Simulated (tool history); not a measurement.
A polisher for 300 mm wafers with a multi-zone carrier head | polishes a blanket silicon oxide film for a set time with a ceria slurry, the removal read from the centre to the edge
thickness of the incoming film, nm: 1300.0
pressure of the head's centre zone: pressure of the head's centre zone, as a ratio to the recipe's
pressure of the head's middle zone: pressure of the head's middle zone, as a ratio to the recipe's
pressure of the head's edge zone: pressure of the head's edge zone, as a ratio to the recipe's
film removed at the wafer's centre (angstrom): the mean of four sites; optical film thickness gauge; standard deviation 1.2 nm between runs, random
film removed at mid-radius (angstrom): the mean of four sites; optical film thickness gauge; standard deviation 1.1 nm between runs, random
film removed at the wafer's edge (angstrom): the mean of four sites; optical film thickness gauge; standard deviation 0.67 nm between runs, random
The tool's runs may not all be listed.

run	hour	flow of slurry (ml/min)	pressure of the head's centre zone	pressure of the head's middle zone	pressure of the head's edge zone	polishing time (s)	film removed at the wafer's centre (angstrom)	film removed at mid-radius (angstrom)	film removed at the wafer's edge (angstrom)
1	0.0	150	1.00	1.00	1.00	55	1446.0	1452.3	1445.2
2	2.6	150	1.00	1.00	0.94	55	1463.4	1415.9	1420.9
3	11.4	145	0.98	0.99	0.92	51	1310.7	1272.4	1286.9
4	18.3	145	0.98	0.93	0.92	51	1330.6	1224.3	1290.5
5	26.5	145	0.98	0.99	0.92	51	1310.0	1298.8	1269.1
6	34.6	145	0.98	0.94	0.92	51	1313.5	1266.7	1285.2

For run 7, what comes out?
7	40.8	135	0.96	0.91	0.90	49	?	?	?

film removed at the wafer's centre (angstrom): 1213.4
film removed at mid-radius (angstrom): 1171.3
film removed at the wafer's edge (angstrom): 1200.7
